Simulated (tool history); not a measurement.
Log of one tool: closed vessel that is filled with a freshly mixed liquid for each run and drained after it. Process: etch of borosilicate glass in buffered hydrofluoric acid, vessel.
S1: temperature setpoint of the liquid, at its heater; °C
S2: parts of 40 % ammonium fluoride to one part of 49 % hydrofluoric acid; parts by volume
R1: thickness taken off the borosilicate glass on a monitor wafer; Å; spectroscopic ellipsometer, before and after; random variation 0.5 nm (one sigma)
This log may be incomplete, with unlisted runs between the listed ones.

{"run": 1, "hour": 0.0, "S1": 24, "S2": 12.5, "time in the liquid (s)": 90, "R1": 894.87}
{"run": 2, "hour": 5.5, "S1": 22.5, "S2": 12.5, "time in the liquid (s)": 90, "R1": 820.21}
{"run": 3, "hour": 8.0, "S1": 22.5, "S2": 14, "time in the liquid (s)": 90, "R1": 723.08}
{"run": 4, "hour": 12.7, "S1": 22.5, "S2": 14, "time in the liquid (s)": 95, "R1": 758.62}
{"run": 5, "hour": 14.3, "S1": 24.5, "S2": 14, "time in the liquid (s)": 95, "R1": 864.71}
{"run": 6, "hour": 21.7, "S1": 23.5, "S2": 14, "time in the liquid (s)": 95, "R1": 826.96}
{"run": 7, "hour": 27.6, "S1": 22.5, "S2": 14, "time in the liquid (s)": 95, "R1": 757.5}
{"run": 8, "hour": 28.7, "S1": 22, "S2": 14, "time in the liquid (s)": 95, "R1": 750.83}
{"hour": 32.8, "done": "hydrofluoric acid flow meter replaced"}
{"run": 9, "hour": 32.8, "S1": 21.5, "S2": 14, "time in the liquid (s)": 95, "R1": 814.48}

Expected results for the next run?
{"run": 10, "hour": 34.2, "S1": 21.5, "S2": 14.5, "time in the liquid (s)": 95, "R1": "?"}

Run 10 produced R1 760.49 Å.

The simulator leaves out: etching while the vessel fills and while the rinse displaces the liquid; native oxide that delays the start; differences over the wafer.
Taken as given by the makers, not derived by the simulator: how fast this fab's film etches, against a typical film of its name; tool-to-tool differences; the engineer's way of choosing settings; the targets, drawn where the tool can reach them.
